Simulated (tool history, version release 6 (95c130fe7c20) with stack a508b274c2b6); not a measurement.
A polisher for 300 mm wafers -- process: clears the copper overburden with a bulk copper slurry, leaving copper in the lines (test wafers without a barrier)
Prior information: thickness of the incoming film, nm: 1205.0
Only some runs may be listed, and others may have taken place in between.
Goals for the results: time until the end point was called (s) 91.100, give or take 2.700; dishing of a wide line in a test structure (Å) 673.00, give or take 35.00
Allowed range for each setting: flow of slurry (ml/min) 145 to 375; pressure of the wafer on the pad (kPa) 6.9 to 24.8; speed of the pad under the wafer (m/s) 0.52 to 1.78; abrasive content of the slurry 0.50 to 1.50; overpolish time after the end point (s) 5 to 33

run    day  flow of slurry (ml/min)  pressure of the wafer on the pad (kPa)  speed of the pad under the wafer (m/s)  abrasive content of the slurry  overpolish time after the end point (s)  time until the end point was called (s)  dishing of a wide line in a test structure (Å)
  1  0.000                      240                                    15.9                                    1.14                            1.00                                       17                                  123.260                                          780.32
  2  0.258                      245                                    16.5                                    1.14                            1.00                                       14                                  121.110                                          727.65
  3  0.296                      205                                    16.5                                    1.14                            1.00                                       14                                  122.380                                          751.83
  4  0.346                      160                                    16.5                                    1.14                            1.00                                       14                                  126.710                                          723.20
  5  0.429                      180                                    17.2                                    1.16                            1.00                                       12                                  120.180                                          670.65
  6  0.667                      195                                    17.9                                    1.16                            1.00                                       11                                  116.220                                          645.02
  7  0.771                      205                                    18.6                                    1.16                            1.00                                       11                                  111.010                                          663.29
  8  1.125                      215                                    19.3                                    1.16                            1.00                                       11                                  110.000                                          669.89
  9  1.462                      215                                    20.7                                    1.16                            1.00                                       11                                  105.460                                          716.24
 10  1.750                      220                                    21.4                                    1.16                            1.00                                       10                                  101.740                                          687.72
 11  2.012                      225                                    22.1                                    1.16                            1.00                                        9                                   99.661                                          655.49
 12  2.108                      225                                    22.8                                    1.16                            1.00                                        9                                   96.844                                          654.71

Which one of the following 4 next-run settings gets every result inside its allowed miss? There is exactly one.
  A  2.204                      220                                    20.0                                    1.12                            1.00                                       11                                        ?                                               ?
  B  2.204                      250                                    22.1                                    1.14                            0.95                                       10                                        ?                                               ?
  C  2.204                      195                                    24.8                                    1.20                            0.95                                        9                                        ?                                               ?
  D  2.204                      280                                    23.4                                    1.08                            1.00                                       10                                        ?                                               ?

move  time until the end point was called (s)  dishing of a wide line in a test structure (Å)
   A                                  107.360                                          686.80
   B                                   99.035                                          684.70
   C                                   90.608                                          682.32
   D                                   96.188                                          700.87
A: the biggest miss grows against the last run
B: the biggest miss grows against the last run
C: meets every target
D: gains on the last run, yet a result remains outside its allowed miss
C is the move that brings every result within its allowed miss.
